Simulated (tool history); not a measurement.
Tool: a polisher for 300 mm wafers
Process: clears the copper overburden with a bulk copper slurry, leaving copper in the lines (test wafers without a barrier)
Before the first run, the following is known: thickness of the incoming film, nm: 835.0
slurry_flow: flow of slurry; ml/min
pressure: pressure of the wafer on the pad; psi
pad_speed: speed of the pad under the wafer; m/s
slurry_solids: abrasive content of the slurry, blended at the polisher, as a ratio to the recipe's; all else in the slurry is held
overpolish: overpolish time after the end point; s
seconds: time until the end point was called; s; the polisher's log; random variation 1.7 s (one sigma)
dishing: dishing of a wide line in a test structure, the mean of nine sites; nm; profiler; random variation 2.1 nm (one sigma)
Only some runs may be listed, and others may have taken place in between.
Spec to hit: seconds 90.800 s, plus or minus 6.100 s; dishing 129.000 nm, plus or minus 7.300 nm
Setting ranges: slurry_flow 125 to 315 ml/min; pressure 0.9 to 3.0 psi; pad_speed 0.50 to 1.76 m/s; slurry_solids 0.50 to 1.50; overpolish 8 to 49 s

| run | hour | slurry_flow | pressure | pad_speed | slurry_solids | overpolish | seconds | dishing |
|---|---|---|---|---|---|---|---|---|
| 1 | 0.0 | 205 | 1.9 | 1.12 | 1.00 | 25 | 107.950 | 86.647 |
| 2 | 3.4 | 205 | 1.6 | 1.12 | 1.00 | 25 | 124.250 | 79.597 |
| 3 | 4.1 | 205 | 1.6 | 1.12 | 1.00 | 17 | 125.250 | 60.153 |
| 4 | 6.3 | 205 | 1.7 | 1.12 | 1.00 | 19 | 123.120 | 68.917 |
|  | 14.5 | slurry blender recalibrated |
| 5 | 14.5 | 205 | 1.7 | 1.12 | 1.10 | 19 | 114.440 | 74.357 |
| 6 | 21.1 | 205 | 1.7 | 1.12 | 0.95 | 19 | 118.180 | 69.384 |
| 7 | 23.2 | 205 | 1.8 | 1.12 | 0.95 | 21 | 108.370 | 79.490 |
| 8 | 31.7 | 205 | 1.9 | 1.10 | 0.95 | 23 | 104.680 | 88.618 |
| 9 | 40.4 | 205 | 2.0 | 1.08 | 0.95 | 24 | 101.990 | 93.048 |
| 10 | 45.5 | 205 | 2.0 | 1.06 | 0.95 | 25 | 101.510 | 92.880 |
| 11 | 48.5 | 205 | 2.0 | 1.06 | 0.95 | 26 | 104.320 | 94.432 |

Which single option among these 5 for the next run brings every result within its allowed miss of target? Just one does.
| A | 51.5 | 125 | 1.8 | 1.28 | 0.75 | 44 | ? | ? |
| B | 51.5 | 175 | 2.7 | 0.74 | 1.05 | 48 | ? | ? |
| C | 51.5 | 255 | 2.2 | 1.14 | 0.70 | 42 | ? | ? |
| D | 51.5 | 205 | 2.4 | 1.04 | 0.75 | 32 | ? | ? |
| E | 51.5 | 180 | 2.4 | 1.14 | 1.10 | 24 | ? | ? |

| move | seconds | dishing |
|---|---|---|
| A | 105.420 | 112.820 |
| B | 109.310 | 129.730 |
| C | 90.077 | 124.800 |
| D | 91.551 | 114.250 |
| E | 79.983 | 106.060 |
A: gains on the last run, yet a result remains outside its allowed miss
B: the worst result of the last run now meets its target, but another is out of spec
C: in spec on every target
D: gains on the last run, yet a result remains outside its allowed miss
E: gains on the last run, yet a result remains outside its allowed miss
C meets every target.

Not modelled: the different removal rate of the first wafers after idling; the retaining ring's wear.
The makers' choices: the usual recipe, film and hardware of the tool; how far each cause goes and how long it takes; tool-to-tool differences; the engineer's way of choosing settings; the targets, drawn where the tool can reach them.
